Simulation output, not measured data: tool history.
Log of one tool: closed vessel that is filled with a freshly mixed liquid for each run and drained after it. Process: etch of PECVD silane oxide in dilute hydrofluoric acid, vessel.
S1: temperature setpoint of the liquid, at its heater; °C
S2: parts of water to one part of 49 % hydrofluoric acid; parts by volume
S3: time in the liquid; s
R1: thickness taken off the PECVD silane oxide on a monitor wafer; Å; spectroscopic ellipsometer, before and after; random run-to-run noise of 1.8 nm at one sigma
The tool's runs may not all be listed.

run 1 hour=0 | S1=25 S2=65 S3=145 | R1=714.93
run 2 hour=4.1 | S1=25 S2=65 S3=145 | R1=716.74
run 3 hour=9 | S1=25 S2=85 S3=145 | R1=535.54
run 4 hour=13.7 | S1=26.5 S2=70 S3=145 | R1=713.32
run 5 hour=16.7 | S1=29 S2=70 S3=145 | R1=776.78
run 6 hour=23.4 | S1=30 S2=60 S3=145 | R1=957.02

Expected results for the next run?
run 7 hour=31.3 | S1=30.5 S2=50 S3=145 | R1=?

{"run 7": {"R1": 1183.4}}

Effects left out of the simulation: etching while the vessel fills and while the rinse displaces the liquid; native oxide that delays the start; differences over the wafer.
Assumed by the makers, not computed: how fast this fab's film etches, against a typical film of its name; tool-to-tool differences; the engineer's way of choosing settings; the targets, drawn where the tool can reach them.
